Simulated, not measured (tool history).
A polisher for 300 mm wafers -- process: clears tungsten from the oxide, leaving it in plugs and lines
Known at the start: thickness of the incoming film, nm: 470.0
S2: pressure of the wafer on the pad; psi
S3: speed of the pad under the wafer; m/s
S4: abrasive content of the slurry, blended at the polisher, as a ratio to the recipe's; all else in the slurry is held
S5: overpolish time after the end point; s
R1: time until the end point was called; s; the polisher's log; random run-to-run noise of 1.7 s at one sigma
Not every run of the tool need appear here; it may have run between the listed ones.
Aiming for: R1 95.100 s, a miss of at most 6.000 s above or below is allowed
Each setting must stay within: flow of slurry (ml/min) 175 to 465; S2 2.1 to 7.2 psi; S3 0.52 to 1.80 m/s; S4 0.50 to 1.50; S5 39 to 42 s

{"run": 1, "hour": 0.0, "flow of slurry (ml/min)": 295, "S2": 4.6, "S3": 1.16, "S4": 1.0, "S5": 39, "R1": 59.169}
{"run": 2, "hour": 4.5, "flow of slurry (ml/min)": 295, "S2": 5.5, "S3": 1.16, "S4": 1.0, "S5": 39, "R1": 49.329}
{"run": 3, "hour": 7.1, "flow of slurry (ml/min)": 295, "S2": 5.2, "S3": 1.14, "S4": 1.0, "S5": 39, "R1": 53.575}
{"run": 4, "hour": 14.8, "flow of slurry (ml/min)": 295, "S2": 4.9, "S3": 1.12, "S4": 1.0, "S5": 39, "R1": 57.064}
{"run": 5, "hour": 15.9, "flow of slurry (ml/min)": 295, "S2": 4.9, "S3": 1.32, "S4": 1.0, "S5": 39, "R1": 50.159}
{"run": 6, "hour": 16.9, "flow of slurry (ml/min)": 295, "S2": 4.6, "S3": 1.3, "S4": 1.0, "S5": 39, "R1": 53.489}
{"run": 7, "hour": 18.3, "flow of slurry (ml/min)": 295, "S2": 4.4, "S3": 1.28, "S4": 1.0, "S5": 39, "R1": 54.972}
{"run": 8, "hour": 24.5, "flow of slurry (ml/min)": 295, "S2": 4.2, "S3": 1.26, "S4": 1.0, "S5": 39, "R1": 59.922}
{"run": 9, "hour": 28.3, "flow of slurry (ml/min)": 295, "S2": 4.0, "S3": 1.26, "S4": 1.0, "S5": 39, "R1": 61.26}
{"run": 10, "hour": 34.0, "flow of slurry (ml/min)": 295, "S2": 3.8, "S3": 1.24, "S4": 1.0, "S5": 39, "R1": 65.937}
{"run": 11, "hour": 40.0, "flow of slurry (ml/min)": 295, "S2": 3.6, "S3": 1.24, "S4": 1.0, "S5": 39, "R1": 70.849}
{"run": 12, "hour": 44.3, "flow of slurry (ml/min)": 295, "S2": 3.5, "S3": 1.24, "S4": 1.0, "S5": 39, "R1": 70.75}
{"run": 13, "hour": 50.4, "flow of slurry (ml/min)": 295, "S2": 3.4, "S3": 1.24, "S4": 1.0, "S5": 39, "R1": 73.664}
{"run": 14, "hour": 52.7, "flow of slurry (ml/min)": 295, "S2": 2.2, "S3": 1.2, "S4": 1.0, "S5": 39, "R1": 116.72}
{"run": 15, "hour": 54.3, "flow of slurry (ml/min)": 295, "S2": 2.3, "S3": 1.2, "S4": 1.0, "S5": 39, "R1": 109.79}
{"run": 16, "hour": 56.0, "flow of slurry (ml/min)": 295, "S2": 2.4, "S3": 1.2, "S4": 1.0, "S5": 39, "R1": 107.23}
{"run": 17, "hour": 58.5, "flow of slurry (ml/min)": 295, "S2": 3.0, "S3": 1.22, "S4": 1.0, "S5": 39, "R1": 83.018}
{"run": 18, "hour": 59.8, "flow of slurry (ml/min)": 295, "S2": 2.9, "S3": 1.22, "S4": 1.0, "S5": 39, "R1": 88.458}

Exactly one of the 4 candidate moves below puts every result within its allowed miss. Which one?
{"run": "A", "hour": 61.1, "flow of slurry (ml/min)": 250, "S2": 2.8, "S3": 1.46, "S4": 0.9, "S5": 41, "R1": "?"}
{"run": "B", "hour": 61.1, "flow of slurry (ml/min)": 225, "S2": 3.8, "S3": 1.12, "S4": 0.85, "S5": 39, "R1": "?"}
{"run": "C", "hour": 61.1, "flow of slurry (ml/min)": 240, "S2": 3.1, "S3": 1.04, "S4": 1.1, "S5": 41, "R1": "?"}
{"run": "D", "hour": 61.1, "flow of slurry (ml/min)": 305, "S2": 3.2, "S3": 1.16, "S4": 1.05, "S5": 39, "R1": "?"}

move=A R1=75.823
move=B R1=74.947
move=C R1=92.885
move=D R1=79.581
A: misses by more than the last run did
B: misses by more than the last run did
C: each result inside its tolerance
D: misses by more than the last run did
Move C is the one to make.

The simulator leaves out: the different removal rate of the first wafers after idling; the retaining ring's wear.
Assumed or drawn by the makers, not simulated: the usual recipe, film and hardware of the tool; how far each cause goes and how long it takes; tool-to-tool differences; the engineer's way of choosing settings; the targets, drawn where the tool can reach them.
